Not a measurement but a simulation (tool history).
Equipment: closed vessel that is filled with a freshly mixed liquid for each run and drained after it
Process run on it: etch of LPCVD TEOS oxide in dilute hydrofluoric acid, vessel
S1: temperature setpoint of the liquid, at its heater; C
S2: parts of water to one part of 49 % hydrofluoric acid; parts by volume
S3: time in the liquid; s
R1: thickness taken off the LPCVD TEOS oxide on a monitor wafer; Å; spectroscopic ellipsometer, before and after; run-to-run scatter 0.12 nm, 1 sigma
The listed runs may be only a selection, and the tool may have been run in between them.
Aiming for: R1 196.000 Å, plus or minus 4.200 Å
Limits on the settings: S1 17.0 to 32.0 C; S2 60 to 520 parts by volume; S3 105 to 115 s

run 1 hour=0.0 | S1=24.0 S2=290 S3=105 | R1=69.374
run 2 hour=0.9 | S1=22.5 S2=290 S3=105 | R1=64.980
run 3 hour=7.8 | S1=22.5 S2=290 S3=105 | R1=65.506
run 4 hour=8.8 | S1=20.5 S2=290 S3=105 | R1=61.248
run 5 hour=9.6 | S1=20.5 S2=205 S3=105 | R1=93.084
run 6 hour=10.1 | S1=22.0 S2=195 S3=105 | R1=104.290
run 7 hour=11.5 | S1=23.0 S2=190 S3=105 | R1=112.330
run 8 hour=17.4 | S1=24.0 S2=185 S3=105 | R1=119.520
run 9 hour=19.8 | S1=28.0 S2=125 S3=105 | R1=223.010
run 10 hour=27.5 | S1=27.5 S2=125 S3=105 | R1=216.720

Which one of the following 4 next-run settings gets every result inside its allowed miss? There is exactly one.
run A hour=35.2 | S1=27.5 S2=115 S3=110 | R1=?
run B hour=35.2 | S1=24.5 S2=110 S3=110 | R1=?
run C hour=35.2 | S1=30.5 S2=165 S3=110 | R1=?
run D hour=35.2 | S1=29.0 S2=155 S3=115 | R1=?

move=A R1=252.810
move=B R1=236.940
move=C R1=184.280
move=D R1=196.890
A: moves away from the targets compared with the last run
B: moves away from the targets compared with the last run
C: moves the result that the last run missed by most past its target, out the other side
D: every result lands within tolerance
Answer: D

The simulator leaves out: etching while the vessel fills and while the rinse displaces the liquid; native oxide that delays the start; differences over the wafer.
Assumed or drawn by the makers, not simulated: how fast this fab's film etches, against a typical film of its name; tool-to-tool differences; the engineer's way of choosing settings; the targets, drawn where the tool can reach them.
